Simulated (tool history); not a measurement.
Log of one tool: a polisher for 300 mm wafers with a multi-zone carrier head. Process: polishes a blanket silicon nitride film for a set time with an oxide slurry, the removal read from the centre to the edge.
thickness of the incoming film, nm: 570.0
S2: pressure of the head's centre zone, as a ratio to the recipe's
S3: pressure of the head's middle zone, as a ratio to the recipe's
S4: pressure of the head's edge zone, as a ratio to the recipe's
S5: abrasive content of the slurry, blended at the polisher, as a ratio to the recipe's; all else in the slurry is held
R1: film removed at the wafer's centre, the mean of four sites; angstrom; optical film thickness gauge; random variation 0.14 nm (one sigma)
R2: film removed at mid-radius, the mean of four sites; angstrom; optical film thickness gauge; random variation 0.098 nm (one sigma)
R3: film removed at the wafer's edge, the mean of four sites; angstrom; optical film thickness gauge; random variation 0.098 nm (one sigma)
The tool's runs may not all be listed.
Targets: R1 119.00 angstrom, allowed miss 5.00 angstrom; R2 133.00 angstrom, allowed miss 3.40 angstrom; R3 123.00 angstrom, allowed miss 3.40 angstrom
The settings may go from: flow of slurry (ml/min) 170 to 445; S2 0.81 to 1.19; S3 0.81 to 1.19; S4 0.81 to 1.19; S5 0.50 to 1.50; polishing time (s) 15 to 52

run 1 hour=0.0 | flow_of_slurry_(ml/min)=285 S2=1.00 S3=1.00 S4=1.00 S5=1.00 polishing_time_(s)=33 | R1=155.63 R2=160.50 R3=161.52
run 2 hour=5.8 | flow_of_slurry_(ml/min)=285 S2=0.99 S3=1.00 S4=0.98 S5=0.95 polishing_time_(s)=33 | R1=152.34 R2=156.58 R3=156.17
run 3 hour=12.9 | flow_of_slurry_(ml/min)=285 S2=0.99 S3=1.00 S4=0.93 S5=0.95 polishing_time_(s)=33 | R1=152.60 R2=156.78 R3=152.70
run 4 hour=16.6 | flow_of_slurry_(ml/min)=285 S2=0.99 S3=1.00 S4=0.93 S5=0.85 polishing_time_(s)=33 | R1=145.68 R2=150.33 R3=144.62
run 5 hour=19.2 | flow_of_slurry_(ml/min)=285 S2=0.99 S3=1.00 S4=0.93 S5=0.85 polishing_time_(s)=40 | R1=176.99 R2=181.23 R3=176.16
run 6 hour=24.6 | flow_of_slurry_(ml/min)=285 S2=0.99 S3=1.00 S4=0.93 S5=1.00 polishing_time_(s)=40 | R1=189.40 R2=197.88 R3=189.02
run 7 hour=32.4 | flow_of_slurry_(ml/min)=280 S2=0.89 S3=1.04 S4=0.83 S5=0.75 polishing_time_(s)=34 | R1=130.14 R2=151.99 R3=134.27
run 8 hour=40.9 | flow_of_slurry_(ml/min)=250 S2=0.88 S3=0.97 S4=0.81 S5=0.55 polishing_time_(s)=34 | R1=113.21 R2=125.97 R3=117.22
run 9 hour=47.6 | flow_of_slurry_(ml/min)=260 S2=0.88 S3=0.97 S4=0.82 S5=0.55 polishing_time_(s)=34 | R1=108.45 R2=125.63 R3=118.63
run 10 hour=53.1 | flow_of_slurry_(ml/min)=270 S2=0.96 S3=1.01 S4=0.84 S5=0.60 polishing_time_(s)=34 | R1=126.39 R2=134.61 R3=122.66

4 next moves are on the table. One of them brings every result within its allowed miss. Which?
run A hour=58.6 | flow_of_slurry_(ml/min)=205 S2=1.03 S3=1.00 S4=0.81 S5=0.50 polishing_time_(s)=37 | R1=? R2=? R3=?
run B hour=58.6 | flow_of_slurry_(ml/min)=275 S2=0.91 S3=0.99 S4=0.82 S5=0.50 polishing_time_(s)=37 | R1=? R2=? R3=?
run C hour=58.6 | flow_of_slurry_(ml/min)=245 S2=1.03 S3=1.01 S4=0.86 S5=0.55 polishing_time_(s)=35 | R1=? R2=? R3=?
run D hour=58.6 | flow_of_slurry_(ml/min)=220 S2=0.84 S3=1.05 S4=0.88 S5=0.80 polishing_time_(s)=30 | R1=? R2=? R3=?

move=A R1=135.55 R2=131.56 R3=120.41
move=B R1=123.57 R2=134.38 R3=123.75
move=C R1=136.32 R2=133.12 R3=123.49
move=D R1=109.95 R2=136.56 R3=124.00
A: further off than the last run
B: meets every target
C: further off than the last run
D: takes the result that was furthest off past its target
Move B is the one to make.
